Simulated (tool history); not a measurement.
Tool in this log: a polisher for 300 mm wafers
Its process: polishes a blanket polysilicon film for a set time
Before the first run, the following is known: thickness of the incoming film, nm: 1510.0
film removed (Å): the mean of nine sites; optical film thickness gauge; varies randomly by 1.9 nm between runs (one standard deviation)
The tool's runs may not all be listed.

run,hour,flow of slurry (ml/min),pressure of the wafer on the pad (psi),speed of the pad under the wafer (m/s),polishing time (s),film removed (Å)
1,0,250,3.2,0.96,20,1589.1
2,7,255,3.5,0.96,20,1739.3
3,11,215,3.5,0.96,20,1704
4,19.2,215,3.5,1.1,20,1887.8
5,27,235,3.7,1.1,20,2014.6
6,34.9,245,3.9,1.1,20,2127.4
7,36.9,250,4,1.1,20,2210.4

Expected results for the next run?
8,38.2,260,4.1,1.1,20,?

film removed (Å): 2219.8
